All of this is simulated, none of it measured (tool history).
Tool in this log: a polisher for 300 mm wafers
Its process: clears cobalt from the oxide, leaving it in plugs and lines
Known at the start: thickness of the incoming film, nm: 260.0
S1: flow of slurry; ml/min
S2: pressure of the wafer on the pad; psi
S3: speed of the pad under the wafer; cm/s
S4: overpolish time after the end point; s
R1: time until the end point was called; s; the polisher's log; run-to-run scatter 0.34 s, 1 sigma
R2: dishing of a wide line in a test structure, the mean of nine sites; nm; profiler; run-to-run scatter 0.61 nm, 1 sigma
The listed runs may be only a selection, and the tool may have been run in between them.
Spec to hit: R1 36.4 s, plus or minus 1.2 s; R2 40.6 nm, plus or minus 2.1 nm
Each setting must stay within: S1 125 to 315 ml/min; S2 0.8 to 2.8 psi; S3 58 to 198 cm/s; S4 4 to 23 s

run	hour	S1	S2	S3	S4	R1	R2
1	0	205	1.8	128	12	54.433	32.358
2	3.3	205	1.8	110	12	62.366	29.463
3	9.5	205	1.8	80	12	86.114	24.425
4	16.2	205	1.8	66	12	103.04	21.89
5	22.4	210	2.1	76	12	76.838	26.074
6	25	215	2.3	84	12	64.038	28.297
7	30.2	215	2.4	92	12	56.255	31.655
8	34.5	220	2.5	98	12	50.618	32.046

Exercise: of the 4 proposed moves below, exactly one satisfies all targets within the stated allowed misses. Which move is it?
A	38.8	230	2.8	120	11	?	?
B	38.8	220	2.3	140	12	?	?
C	38.8	240	2.5	134	16	?	?
D	38.8	195	2.8	138	4	?	?

move	R1	R2
A	36.486	35.311
B	38.415	35.773
C	36.344	39.398
D	32.971	21.62
A: brings the result that was furthest off to its target, and leaves another outside
B: nearer than the last run, and not there yet
C: every result within its allowed miss
D: carries the result that was furthest off beyond its target, to the other side
C meets every target.
